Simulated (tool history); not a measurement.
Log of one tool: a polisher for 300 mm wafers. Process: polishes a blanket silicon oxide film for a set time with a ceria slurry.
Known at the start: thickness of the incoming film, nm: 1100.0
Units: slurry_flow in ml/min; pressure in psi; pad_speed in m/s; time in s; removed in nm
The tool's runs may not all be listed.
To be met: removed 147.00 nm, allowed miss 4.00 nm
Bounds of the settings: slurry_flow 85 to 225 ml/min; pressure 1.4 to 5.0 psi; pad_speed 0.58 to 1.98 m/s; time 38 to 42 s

| run | day | slurry_flow | pressure | pad_speed | time | removed |
|---|---|---|---|---|---|---|
| 1 | 0.000 | 145 | 3.2 | 1.28 | 42 | 254.31 |
| 2 | 0.196 | 140 | 2.8 | 1.28 | 42 | 223.34 |
| 3 | 0.271 | 135 | 2.5 | 1.28 | 42 | 199.27 |
| 4 | 0.525 | 130 | 2.3 | 1.28 | 42 | 185.16 |
| 5 | 0.575 | 130 | 2.3 | 1.06 | 42 | 155.80 |
| 6 | 0.700 | 130 | 2.3 | 1.28 | 42 | 187.45 |
| 7 | 0.883 | 125 | 2.1 | 1.28 | 42 | 171.47 |
| 8 | 0.921 | 120 | 2.0 | 1.28 | 42 | 164.16 |
| 9 | 1.025 | 115 | 2.0 | 1.28 | 42 | 161.61 |
| 10 | 1.067 | 110 | 2.0 | 1.28 | 42 | 157.80 |
| 11 | 1.217 | 110 | 2.0 | 1.28 | 42 | 159.19 |
| 12 | 1.404 | 95 | 1.8 | 1.28 | 42 | 136.69 |
| 13 | 1.646 | 100 | 1.8 | 1.28 | 42 | 141.82 |

Which of these 5 next moves meets every target?
| A | 1.888 | 85 | 3.1 | 0.92 | 38 | ? |
| B | 1.888 | 90 | 2.5 | 1.08 | 38 | ? |
| C | 1.888 | 95 | 1.8 | 1.26 | 42 | ? |
| D | 1.888 | 95 | 2.1 | 1.30 | 39 | ? |
| E | 1.888 | 85 | 1.9 | 1.26 | 41 | ? |

| move | removed |
|---|---|
| A | 133.82 |
| B | 133.46 |
| C | 134.36 |
| D | 145.27 |
| E | 130.63 |
A: further off than the last run
B: further off than the last run
C: further off than the last run
D: meets every target
E: further off than the last run
Move D is the one to make.
